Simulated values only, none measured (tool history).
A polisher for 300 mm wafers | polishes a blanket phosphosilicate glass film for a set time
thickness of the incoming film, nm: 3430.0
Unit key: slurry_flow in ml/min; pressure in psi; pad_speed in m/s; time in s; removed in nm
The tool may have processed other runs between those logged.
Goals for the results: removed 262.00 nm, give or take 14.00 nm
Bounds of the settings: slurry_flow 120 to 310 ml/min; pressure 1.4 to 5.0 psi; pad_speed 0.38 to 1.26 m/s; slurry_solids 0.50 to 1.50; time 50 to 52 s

Run 1, day 0.000: slurry_flow 200 ml/min, pressure 3.2 psi, pad_speed 0.82 m/s, slurry_solids 1.00, time 50 s. Result: removed 343.26 nm.
Run 2, day 0.067: slurry_flow 200 ml/min, pressure 3.5 psi, pad_speed 0.82 m/s, slurry_solids 1.00, time 50 s. Result: removed 378.47 nm.
Run 3, day 0.442: slurry_flow 200 ml/min, pressure 3.5 psi, pad_speed 0.82 m/s, slurry_solids 0.85, time 50 s. Result: removed 343.01 nm.
Run 4, day 0.783: slurry_flow 200 ml/min, pressure 3.4 psi, pad_speed 0.82 m/s, slurry_solids 0.85, time 50 s. Result: removed 329.97 nm.
Run 5, day 0.975: slurry_flow 150 ml/min, pressure 3.4 psi, pad_speed 0.82 m/s, slurry_solids 0.85, time 50 s. Result: removed 311.55 nm.
Run 6, day 1.333: slurry_flow 150 ml/min, pressure 3.3 psi, pad_speed 0.82 m/s, slurry_solids 0.85, time 50 s. Result: removed 305.81 nm.
Run 7, day 1.579: slurry_flow 150 ml/min, pressure 3.3 psi, pad_speed 0.82 m/s, slurry_solids 0.85, time 50 s. Result: removed 306.44 nm.
Run 8, day 1.912: slurry_flow 150 ml/min, pressure 3.2 psi, pad_speed 0.82 m/s, slurry_solids 0.85, time 50 s. Result: removed 296.84 nm.
Run 9, day 2.079: slurry_flow 150 ml/min, pressure 3.1 psi, pad_speed 0.82 m/s, slurry_solids 0.85, time 50 s. Result: removed 293.58 nm.
Run 10, day 2.388: slurry_flow 150 ml/min, pressure 3.0 psi, pad_speed 0.82 m/s, slurry_solids 0.85, time 50 s. Result: removed 284.45 nm.

Which one of the following 4 next-run settings gets every result inside its allowed miss? There is exactly one.
Run A, day 2.696: slurry_flow 165 ml/min, pressure 3.4 psi, pad_speed 0.78 m/s, slurry_solids 0.90, time 52 s. Result: removed ?.
Run B, day 2.696: slurry_flow 150 ml/min, pressure 2.8 psi, pad_speed 0.84 m/s, slurry_solids 0.70, time 50 s. Result: removed ?.
Run C, day 2.696: slurry_flow 125 ml/min, pressure 2.9 psi, pad_speed 0.84 m/s, slurry_solids 0.95, time 51 s. Result: removed ?.
Run D, day 2.696: slurry_flow 150 ml/min, pressure 2.5 psi, pad_speed 0.96 m/s, slurry_solids 0.80, time 50 s. Result: removed ?.

move  removed
   A   333.16
   B   237.51
   C   290.40
   D   257.90
A: further off than the last run
B: pushes the last run's worst result past its target
C: further off than the last run
D: meets every target
The right move is D.

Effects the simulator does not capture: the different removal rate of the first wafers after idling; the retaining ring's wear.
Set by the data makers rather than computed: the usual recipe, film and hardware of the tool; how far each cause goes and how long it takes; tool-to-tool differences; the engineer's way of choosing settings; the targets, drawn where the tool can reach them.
